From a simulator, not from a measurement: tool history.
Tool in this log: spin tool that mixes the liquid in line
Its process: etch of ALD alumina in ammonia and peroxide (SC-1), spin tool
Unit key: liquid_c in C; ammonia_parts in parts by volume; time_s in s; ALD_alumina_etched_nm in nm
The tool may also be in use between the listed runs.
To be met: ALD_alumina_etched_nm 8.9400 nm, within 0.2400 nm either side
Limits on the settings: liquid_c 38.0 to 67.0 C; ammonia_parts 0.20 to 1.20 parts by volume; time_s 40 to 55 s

run 1 hour=0.0 | liquid_c=51.0 ammonia_parts=0.75 time_s=55 | ALD_alumina_etched_nm=3.8002
run 2 hour=8.8 | liquid_c=51.0 ammonia_parts=0.60 time_s=55 | ALD_alumina_etched_nm=3.6951
run 3 hour=15.6 | liquid_c=51.0 ammonia_parts=0.45 time_s=55 | ALD_alumina_etched_nm=3.6059
run 4 hour=17.5 | liquid_c=54.5 ammonia_parts=0.45 time_s=55 | ALD_alumina_etched_nm=4.3880
run 5 hour=25.0 | liquid_c=54.5 ammonia_parts=0.30 time_s=55 | ALD_alumina_etched_nm=4.2046
run 6 hour=25.6 | liquid_c=57.5 ammonia_parts=0.40 time_s=55 | ALD_alumina_etched_nm=5.0484
run 7 hour=29.4 | liquid_c=60.0 ammonia_parts=0.50 time_s=55 | ALD_alumina_etched_nm=5.9407
run 8 hour=34.0 | liquid_c=61.5 ammonia_parts=0.55 time_s=55 | ALD_alumina_etched_nm=6.5323
-- hour=37.5 heated supply line repaired
run 9 hour=37.5 | liquid_c=63.0 ammonia_parts=0.55 time_s=55 | ALD_alumina_etched_nm=8.0834
run 10 hour=41.1 | liquid_c=63.5 ammonia_parts=0.55 time_s=55 | ALD_alumina_etched_nm=8.2627

Exactly one of the 4 candidate moves below puts every result within its allowed miss. Which one?
run A hour=44.7 | liquid_c=67.0 ammonia_parts=0.20 time_s=50 | ALD_alumina_etched_nm=?
run B hour=44.7 | liquid_c=65.5 ammonia_parts=0.40 time_s=55 | ALD_alumina_etched_nm=?
run C hour=44.7 | liquid_c=66.0 ammonia_parts=0.50 time_s=50 | ALD_alumina_etched_nm=?
run D hour=44.7 | liquid_c=62.5 ammonia_parts=0.95 time_s=55 | ALD_alumina_etched_nm=?

move=A ALD_alumina_etched_nm=8.0649
move=B ALD_alumina_etched_nm=8.7975
move=C ALD_alumina_etched_nm=8.3718
move=D ALD_alumina_etched_nm=8.2166
A: the biggest miss grows against the last run
B: hits every target within its allowed miss
C: closes in on the targets versus the last run, not all within tolerance yet
D: the biggest miss grows against the last run
So the answer is move B, the one that meets all the targets.

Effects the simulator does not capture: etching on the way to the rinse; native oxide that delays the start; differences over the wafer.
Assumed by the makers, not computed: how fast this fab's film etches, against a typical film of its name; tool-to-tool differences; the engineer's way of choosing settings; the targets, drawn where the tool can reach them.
